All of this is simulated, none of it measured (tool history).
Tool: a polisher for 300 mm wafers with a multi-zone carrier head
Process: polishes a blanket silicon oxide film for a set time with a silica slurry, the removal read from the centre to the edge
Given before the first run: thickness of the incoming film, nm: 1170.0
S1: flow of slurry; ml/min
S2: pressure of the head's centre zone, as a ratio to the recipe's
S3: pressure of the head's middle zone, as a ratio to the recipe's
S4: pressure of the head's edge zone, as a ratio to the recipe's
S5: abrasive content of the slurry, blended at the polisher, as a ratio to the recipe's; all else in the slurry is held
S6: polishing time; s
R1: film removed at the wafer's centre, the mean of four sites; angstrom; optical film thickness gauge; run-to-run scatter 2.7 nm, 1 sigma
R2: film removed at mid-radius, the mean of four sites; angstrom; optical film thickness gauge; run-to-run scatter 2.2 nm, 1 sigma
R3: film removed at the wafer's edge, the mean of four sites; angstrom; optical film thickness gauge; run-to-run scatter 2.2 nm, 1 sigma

Run 1, day 0: S1 200 ml/min, S2 1, S3 1, S4 1, S5 1, S6 85 s. Result: R1 3810.8 angstrom, R2 3821.8 angstrom, R3 3743 angstrom.
Run 2, day 0.025: S1 200 ml/min, S2 1, S3 1, S4 1, S5 0.9, S6 85 s. Result: R1 3699 angstrom, R2 3596.7 angstrom, R3 3570.7 angstrom.
Run 3, day 0.05: S1 200 ml/min, S2 1, S3 1, S4 1, S5 1, S6 85 s. Result: R1 3860.9 angstrom, R2 3871.6 angstrom, R3 3682.9 angstrom.
Run 4, day 0.146: S1 200 ml/min, S2 1.05, S3 1, S4 1, S5 1, S6 85 s. Result: R1 4016.1 angstrom, R2 3788.6 angstrom, R3 3723.1 angstrom.
Run 5, day 0.296: S1 200 ml/min, S2 1.05, S3 1.01, S4 0.98, S5 0.9, S6 81 s. Result: R1 3556.2 angstrom, R2 3432.1 angstrom, R3 3311.8 angstrom.
Run 6, day 0.45: S1 200 ml/min, S2 1.05, S3 1.01, S4 0.9, S5 0.9, S6 81 s. Result: R1 3702.6 angstrom, R2 3517.1 angstrom, R3 3278.5 angstrom.
Run 7, day 0.762: S1 200 ml/min, S2 1.05, S3 1.01, S4 0.89, S5 0.85, S6 78 s. Result: R1 3409.2 angstrom, R2 3329.6 angstrom, R3 3019.9 angstrom.
Run 8, day 0.892: S1 200 ml/min, S2 1.06, S3 1, S4 0.88, S5 0.8, S6 76 s. Result: R1 3290.8 angstrom, R2 3046.3 angstrom, R3 2901.8 angstrom.
Run 9, day 0.996: S1 200 ml/min, S2 1.06, S3 1.01, S4 0.87, S5 0.75, S6 74 s. Result: R1 3025.6 angstrom, R2 2903.9 angstrom, R3 2691.7 angstrom.
Run 10, day 1.108: S1 200 ml/min, S2 1.07, S3 1.01, S4 0.86, S5 0.7, S6 73 s. Result: R1 2975.8 angstrom, R2 2806.5 angstrom, R3 2549.1 angstrom.

Expected results for the next run?
Run 11, day 1.438: S1 195 ml/min, S2 1.07, S3 1.01, S4 0.86, S5 0.65, S6 72 s. Result: R1 ?, R2 ?, R3 ?.

R1: 2799.6 angstrom
R2: 2594.6 angstrom
R3: 2383.3 angstrom

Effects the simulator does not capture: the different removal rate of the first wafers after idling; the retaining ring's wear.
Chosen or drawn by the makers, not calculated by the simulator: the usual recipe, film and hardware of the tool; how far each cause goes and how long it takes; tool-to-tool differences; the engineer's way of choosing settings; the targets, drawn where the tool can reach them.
